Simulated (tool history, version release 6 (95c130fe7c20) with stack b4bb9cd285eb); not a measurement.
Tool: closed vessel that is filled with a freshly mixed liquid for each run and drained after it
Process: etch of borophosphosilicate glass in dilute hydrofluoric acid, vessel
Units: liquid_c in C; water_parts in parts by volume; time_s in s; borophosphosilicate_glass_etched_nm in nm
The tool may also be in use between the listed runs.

| run | hour | liquid_c | water_parts | time_s | borophosphosilicate_glass_etched_nm |
|---|---|---|---|---|---|
| 1 | 0 | 23 | 290 | 270 | 51.897 |
| 2 | 2.9 | 25.5 | 290 | 270 | 56.905 |
| 3 | 6.6 | 25.5 | 290 | 270 | 56.449 |
| 4 | 7.9 | 23.5 | 305 | 270 | 49.052 |
| 5 | 11.2 | 22 | 315 | 270 | 44.936 |
| 6 | 17.3 | 19 | 315 | 270 | 40.289 |
| 7 | 25.9 | 18.5 | 325 | 270 | 37.941 |
|  | 35 | hydrofluoric acid flow meter replaced |
| 8 | 35 | 18 | 330 | 270 | 34.28 |

The next listed run, before its measurement:
| 9 | 40.1 | 17.5 | 330 | 270 | ? |

{"run 9": {"borophosphosilicate_glass_etched_nm": 33.43}}
